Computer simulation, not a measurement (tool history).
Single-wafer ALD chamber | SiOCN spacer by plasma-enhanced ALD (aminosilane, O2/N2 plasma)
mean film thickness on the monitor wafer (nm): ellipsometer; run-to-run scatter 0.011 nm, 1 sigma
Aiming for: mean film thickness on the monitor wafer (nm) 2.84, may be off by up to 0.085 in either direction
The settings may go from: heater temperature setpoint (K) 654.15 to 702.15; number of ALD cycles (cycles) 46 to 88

| run | hour | heater temperature setpoint (K) | number of ALD cycles (cycles) | mean film thickness on the monitor wafer (nm) |
|---|---|---|---|---|
| 1 | 0 | 678.15 | 67 | 3.8876 |
| 2 | 8 | 688.15 | 67 | 3.7708 |
| 3 | 11.6 | 696.15 | 67 | 3.6396 |
| 4 | 13.3 | 701.15 | 67 | 3.5792 |
| 5 | 14.1 | 701.15 | 75 | 4.0326 |
| 6 | 17.2 | 695.15 | 75 | 4.1124 |
| 7 | 22.3 | 697.15 | 67 | 3.5986 |
| 8 | 29.6 | 699.15 | 62 | 3.3526 |
| 9 | 38.2 | 700.15 | 58 | 3.0983 |

Which one of the following 5 next-run settings gets every result inside its allowed miss? There is exactly one.
| A | 46.8 | 689.15 | 51 | ? |
| B | 46.8 | 701.15 | 57 | ? |
| C | 46.8 | 698.15 | 58 | ? |
| D | 46.8 | 702.15 | 49 | ? |
| E | 46.8 | 687.15 | 55 | ? |

| move | mean film thickness on the monitor wafer (nm) |
|---|---|
| A | 2.8265 |
| B | 3.0222 |
| C | 3.11 |
| D | 2.5882 |
| E | 3.0702 |
A: meets every target
B: nearer the targets than the last run, but a result is still out of spec
C: no nearer and no further than the last run
D: takes the result that was furthest off past its target
E: nearer the targets than the last run, but a result is still out of spec
Correct choice: A, which meets every target

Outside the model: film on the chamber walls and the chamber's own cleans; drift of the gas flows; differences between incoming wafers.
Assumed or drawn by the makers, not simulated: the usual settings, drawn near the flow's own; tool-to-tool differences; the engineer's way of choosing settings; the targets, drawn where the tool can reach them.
